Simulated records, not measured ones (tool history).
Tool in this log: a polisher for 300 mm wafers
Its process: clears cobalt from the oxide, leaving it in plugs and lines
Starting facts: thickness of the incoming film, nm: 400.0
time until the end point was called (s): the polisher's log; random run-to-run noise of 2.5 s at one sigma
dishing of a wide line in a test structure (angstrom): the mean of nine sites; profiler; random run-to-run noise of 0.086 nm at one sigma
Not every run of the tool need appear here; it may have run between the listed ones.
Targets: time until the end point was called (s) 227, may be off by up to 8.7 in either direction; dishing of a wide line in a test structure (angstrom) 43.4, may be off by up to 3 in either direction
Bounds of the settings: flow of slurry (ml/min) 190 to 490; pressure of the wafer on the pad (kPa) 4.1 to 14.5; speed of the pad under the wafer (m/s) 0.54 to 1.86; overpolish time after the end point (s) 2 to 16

run	day	flow of slurry (ml/min)	pressure of the wafer on the pad (kPa)	speed of the pad under the wafer (m/s)	overpolish time after the end point (s)	time until the end point was called (s)	dishing of a wide line in a test structure (angstrom)
1	0	315	9	1.18	8	103.23	201.51
2	0.267	315	9	1.04	8	117.07	192.18
3	0.488	315	9	1.28	8	99.231	209.98
4	0.75	280	7.6	1.16	6	125.85	140.39
5	0.992	280	7.6	1.16	9	124.37	193.88
6	1.229	230	7.6	1.16	9	127.08	190.09
7	1.525	220	6.9	1.08	7	148.89	141.98
8	1.817	290	6.2	1	6	169.76	105.42
9	2.008	380	4.8	0.72	2	260.65	25.901
10	2.1	350	4.8	0.72	2	259.69	25.083
11	2.362	345	4.8	0.74	3	261.48	39.432
12	2.55	340	4.8	0.74	3	254.11	38.078
13	2.725	330	4.8	0.74	3	260.32	37.314
14	2.825	325	4.8	0.74	3	260.77	37.638
15	3.2	320	4.8	0.74	3	256.15	39.956
16	3.354	315	4.8	0.74	3	257.66	37.495
17	3.567	305	4.8	0.74	3	260.91	39.725

5 next moves are on the table. One of them brings every result within its allowed miss. Which?
A	3.779	260	5.5	0.7	4	?	?
B	3.779	275	4.8	0.8	4	?	?
C	3.779	255	4.1	1.02	3	?	?
D	3.779	290	4.1	0.68	4	?	?
E	3.779	325	4.1	0.76	4	?	?

move	time until the end point was called (s)	dishing of a wide line in a test structure (angstrom)
A	245.23	50.554
B	244.99	50.601
C	228.91	41.057
D	311.59	40.285
E	283.52	44.074
A: closes in on the targets versus the last run, not all within tolerance yet
B: closes in on the targets versus the last run, not all within tolerance yet
C: all results land within tolerance of their targets
D: moves away from the targets compared with the last run
E: moves away from the targets compared with the last run
C is the move that brings every result within its allowed miss.

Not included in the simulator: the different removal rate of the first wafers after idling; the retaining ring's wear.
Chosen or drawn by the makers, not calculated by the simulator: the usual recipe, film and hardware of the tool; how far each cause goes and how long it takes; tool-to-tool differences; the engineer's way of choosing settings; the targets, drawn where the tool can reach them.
